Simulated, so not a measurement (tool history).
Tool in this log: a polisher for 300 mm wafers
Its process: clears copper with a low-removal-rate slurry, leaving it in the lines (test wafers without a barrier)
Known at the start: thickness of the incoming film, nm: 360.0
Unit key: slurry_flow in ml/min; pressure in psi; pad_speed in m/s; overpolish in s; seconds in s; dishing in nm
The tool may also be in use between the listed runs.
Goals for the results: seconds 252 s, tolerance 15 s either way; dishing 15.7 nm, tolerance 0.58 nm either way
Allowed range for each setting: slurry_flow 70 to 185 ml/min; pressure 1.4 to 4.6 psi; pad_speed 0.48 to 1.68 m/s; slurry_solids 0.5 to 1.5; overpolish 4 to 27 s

Run 1, day 0: slurry_flow 120 ml/min, pressure 3 psi, pad_speed 1.08 m/s, slurry_solids 1, overpolish 14 s. Result: seconds 119.16 s, dishing 27.217 nm.
Run 2, day 0.292: slurry_flow 135 ml/min, pressure 3 psi, pad_speed 1.08 m/s, slurry_solids 1, overpolish 14 s. Result: seconds 119.52 s, dishing 28.164 nm.
Run 3, day 0.462: slurry_flow 135 ml/min, pressure 3 psi, pad_speed 1.08 m/s, slurry_solids 1.2, overpolish 14 s. Result: seconds 114.11 s, dishing 29.031 nm.
Run 4, day 0.792: slurry_flow 135 ml/min, pressure 3 psi, pad_speed 1.28 m/s, slurry_solids 1.2, overpolish 14 s. Result: seconds 98.078 s, dishing 33.363 nm.
Run 5, day 0.817: slurry_flow 130 ml/min, pressure 2.8 psi, pad_speed 1.22 m/s, slurry_solids 1.2, overpolish 14 s. Result: seconds 107.3 s, dishing 31.074 nm.
Run 6, day 0.992: slurry_flow 130 ml/min, pressure 2.6 psi, pad_speed 1.16 m/s, slurry_solids 1.2, overpolish 14 s. Result: seconds 115.84 s, dishing 28.163 nm.
Run 7, day 1.308: slurry_flow 130 ml/min, pressure 2.5 psi, pad_speed 1.08 m/s, slurry_solids 1.2, overpolish 14 s. Result: seconds 127.08 s, dishing 26.051 nm.
Run 8, day 1.375: slurry_flow 130 ml/min, pressure 2.4 psi, pad_speed 1.02 m/s, slurry_solids 1.2, overpolish 14 s. Result: seconds 137.52 s, dishing 24.574 nm.
Run 9, day 1.458: slurry_flow 100 ml/min, pressure 1.6 psi, pad_speed 0.72 m/s, slurry_solids 1.15, overpolish 15 s. Result: seconds 252.47 s, dishing 14.697 nm.
At day 1.696: slurry blender recalibrated.
Run 10, day 1.696: slurry_flow 100 ml/min, pressure 1.6 psi, pad_speed 0.72 m/s, slurry_solids 1.15, overpolish 16 s. Result: seconds 236.74 s, dishing 16.875 nm.

5 candidate next runs follow, results not yet known. Just one meets every target within its allowed miss. Identify it.
Run A, day 1.933: slurry_flow 95 ml/min, pressure 1.5 psi, pad_speed 0.58 m/s, slurry_solids 1.1, overpolish 18 s. Result: seconds ?, dishing ?.
Run B, day 1.933: slurry_flow 95 ml/min, pressure 1.5 psi, pad_speed 0.64 m/s, slurry_solids 1.25, overpolish 22 s. Result: seconds ?, dishing ?.
Run C, day 1.933: slurry_flow 85 ml/min, pressure 1.4 psi, pad_speed 0.64 m/s, slurry_solids 1.3, overpolish 16 s. Result: seconds ?, dishing ?.
Run D, day 1.933: slurry_flow 105 ml/min, pressure 1.4 psi, pad_speed 0.64 m/s, slurry_solids 1.05, overpolish 18 s. Result: seconds ?, dishing ?.
Run E, day 1.933: slurry_flow 95 ml/min, pressure 1.4 psi, pad_speed 0.72 m/s, slurry_solids 1.25, overpolish 16 s. Result: seconds ?, dishing ?.

move  seconds  dishing
   A   304.69   14.624
   B   270.81   19.615
   C   284.58    13.95
   D   281.53   15.725
   E   249.18   15.788
A: carries the result that was furthest off beyond its target, to the other side
B: the biggest miss grows against the last run
C: carries the result that was furthest off beyond its target, to the other side
D: brings the last run's worst result on target, with another outside its allowed miss
E: all results land within tolerance of their targets
E is the move that brings every result within its allowed miss.

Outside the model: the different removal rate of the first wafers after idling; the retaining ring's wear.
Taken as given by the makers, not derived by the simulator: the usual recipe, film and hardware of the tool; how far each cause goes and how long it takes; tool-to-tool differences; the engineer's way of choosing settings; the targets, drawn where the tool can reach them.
